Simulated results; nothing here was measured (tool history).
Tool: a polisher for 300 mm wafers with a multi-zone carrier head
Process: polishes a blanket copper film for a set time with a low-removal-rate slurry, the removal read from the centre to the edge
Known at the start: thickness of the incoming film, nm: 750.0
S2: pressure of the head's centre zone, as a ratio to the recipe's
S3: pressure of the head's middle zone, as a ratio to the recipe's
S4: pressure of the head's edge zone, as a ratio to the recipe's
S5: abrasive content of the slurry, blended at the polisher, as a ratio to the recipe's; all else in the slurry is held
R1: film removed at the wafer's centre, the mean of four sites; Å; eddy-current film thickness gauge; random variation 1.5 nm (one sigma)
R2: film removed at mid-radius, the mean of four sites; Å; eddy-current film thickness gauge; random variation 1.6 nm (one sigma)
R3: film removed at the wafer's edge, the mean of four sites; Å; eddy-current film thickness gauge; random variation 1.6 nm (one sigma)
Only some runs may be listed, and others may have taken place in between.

{"run": 1, "hour": 0.0, "flow of slurry (ml/min)": 255, "S2": 1, "S3": 1, "S4": 1, "S5": 1, "polishing time (s)": 68, "R1": 2233.1, "R2": 2287.2, "R3": 2210.6}
{"run": 2, "hour": 8.8, "flow of slurry (ml/min)": 255, "S2": 1, "S3": 1.05, "S4": 1, "S5": 1, "polishing time (s)": 68, "R1": 2239.8, "R2": 2385.7, "R3": 2253.7}
{"run": 3, "hour": 10.6, "flow of slurry (ml/min)": 245, "S2": 0.96, "S3": 1.03, "S4": 1, "S5": 0.9, "polishing time (s)": 66, "R1": 2030.5, "R2": 2194.2, "R3": 2120.8}
{"run": 4, "hour": 18.7, "flow of slurry (ml/min)": 245, "S2": 0.99, "S3": 1.03, "S4": 1, "S5": 0.9, "polishing time (s)": 66, "R1": 2064, "R2": 2196.7, "R3": 2157.5}
{"run": 5, "hour": 20.1, "flow of slurry (ml/min)": 240, "S2": 0.96, "S3": 1.02, "S4": 0.98, "S5": 0.8, "polishing time (s)": 65, "R1": 1891.2, "R2": 2068.1, "R3": 1969.6}
{"run": 6, "hour": 27.6, "flow of slurry (ml/min)": 240, "S2": 0.96, "S3": 1.08, "S4": 0.98, "S5": 0.8, "polishing time (s)": 65, "R1": 1900.5, "R2": 2179.4, "R3": 1984.5}
{"run": 7, "hour": 29.7, "flow of slurry (ml/min)": 195, "S2": 0.86, "S3": 0.98, "S4": 0.97, "S5": 0.55, "polishing time (s)": 60, "R1": 1301.1, "R2": 1525.9, "R3": 1519.1}
{"run": 8, "hour": 32.4, "flow of slurry (ml/min)": 210, "S2": 0.86, "S3": 0.99, "S4": 0.99, "S5": 0.55, "polishing time (s)": 60, "R1": 1314.9, "R2": 1551.3, "R3": 1560.4}

Run 9 has not been measured yet. What should we expect?
{"run": 9, "hour": 39.9, "flow of slurry (ml/min)": 280, "S2": 0.87, "S3": 1.05, "S4": 1.06, "S5": 0.6, "polishing time (s)": 60, "R1": "?", "R2": "?", "R3": "?"}

R1: 1477 Å
R2: 1780.3 Å
R3: 1718.9 Å
